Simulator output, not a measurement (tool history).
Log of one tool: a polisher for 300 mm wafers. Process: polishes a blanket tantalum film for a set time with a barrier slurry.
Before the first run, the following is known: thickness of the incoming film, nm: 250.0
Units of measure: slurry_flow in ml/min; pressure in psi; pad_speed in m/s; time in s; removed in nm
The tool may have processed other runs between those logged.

Run 1, day 0.000: slurry_flow 240 ml/min, pressure 1.5 psi, pad_speed 0.88 m/s, slurry_solids 1.0, time 102 s. Result: removed 91.065 nm.
Run 2, day 0.371: slurry_flow 240 ml/min, pressure 1.5 psi, pad_speed 1.04 m/s, slurry_solids 1.0, time 102 s. Result: removed 109.150 nm.
Run 3, day 0.704: slurry_flow 210 ml/min, pressure 1.5 psi, pad_speed 1.04 m/s, slurry_solids 1.0, time 102 s. Result: removed 105.950 nm.
Run 4, day 1.067: slurry_flow 210 ml/min, pressure 1.5 psi, pad_speed 1.04 m/s, slurry_solids 1.1, time 102 s. Result: removed 110.440 nm.
Run 5, day 1.400: slurry_flow 210 ml/min, pressure 1.4 psi, pad_speed 1.04 m/s, slurry_solids 1.1, time 102 s. Result: removed 102.160 nm.
Run 6, day 1.508: slurry_flow 180 ml/min, pressure 1.4 psi, pad_speed 1.04 m/s, slurry_solids 1.1, time 102 s. Result: removed 100.180 nm.
Run 7, day 1.825: slurry_flow 180 ml/min, pressure 1.4 psi, pad_speed 1.04 m/s, slurry_solids 1.1, time 102 s. Result: removed 98.315 nm.

What does the tool deliver on the next run?
Run 8, day 2.100: slurry_flow 175 ml/min, pressure 1.3 psi, pad_speed 1.04 m/s, slurry_solids 1.1, time 102 s. Result: removed ?.

Run 8 yielded removed 90.760 nm.
